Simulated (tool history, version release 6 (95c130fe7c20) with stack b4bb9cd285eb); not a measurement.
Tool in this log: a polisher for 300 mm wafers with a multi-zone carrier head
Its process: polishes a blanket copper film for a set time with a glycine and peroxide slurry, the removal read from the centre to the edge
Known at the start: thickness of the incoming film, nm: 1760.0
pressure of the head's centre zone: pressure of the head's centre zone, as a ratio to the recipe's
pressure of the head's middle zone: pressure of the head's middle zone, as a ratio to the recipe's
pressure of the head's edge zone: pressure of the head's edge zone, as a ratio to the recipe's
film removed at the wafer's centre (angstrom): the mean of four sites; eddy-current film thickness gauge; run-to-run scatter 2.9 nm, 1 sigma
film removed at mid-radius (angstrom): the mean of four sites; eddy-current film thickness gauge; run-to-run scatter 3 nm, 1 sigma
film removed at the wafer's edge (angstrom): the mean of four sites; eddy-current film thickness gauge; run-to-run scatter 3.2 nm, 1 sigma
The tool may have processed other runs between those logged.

run	hour	flow of slurry (ml/min)	pressure of the head's centre zone	pressure of the head's middle zone	pressure of the head's edge zone	polishing time (s)	film removed at the wafer's centre (angstrom)	film removed at mid-radius (angstrom)	film removed at the wafer's edge (angstrom)
1	0.0	135	1.00	1.00	1.00	45	3694.8	3686.7	3572.7
2	7.5	150	1.01	1.02	1.05	46	3890.6	3951.1	3834.7
3	10.2	150	1.01	1.02	1.05	36	3014.3	3085.1	2998.8
4	12.3	160	1.03	1.04	1.08	39	3432.9	3420.3	3351.1
5	16.4	160	1.03	1.04	1.14	39	3424.8	3454.7	3430.8
6	17.2	160	1.03	1.08	1.14	39	3444.0	3553.7	3445.1
7	18.7	165	1.03	1.09	1.15	41	3652.4	3781.5	3672.1
8	24.2	170	1.03	1.10	1.16	42	3742.1	3911.3	3745.7
9	27.0	170	1.03	1.10	1.17	44	3871.6	4152.2	3999.2
10	28.4	175	1.04	1.10	1.18	44	3981.7	4165.8	3992.8

Run 11 is up next; what results do you expect?
11	35.4	175	1.04	1.10	1.18	45	?	?	?

{"run 11": {"film removed at the wafer's centre (angstrom)": 4063.0, "film removed at mid-radius (angstrom)": 4248.0, "film removed at the wafer's edge (angstrom)": 4118.0}}
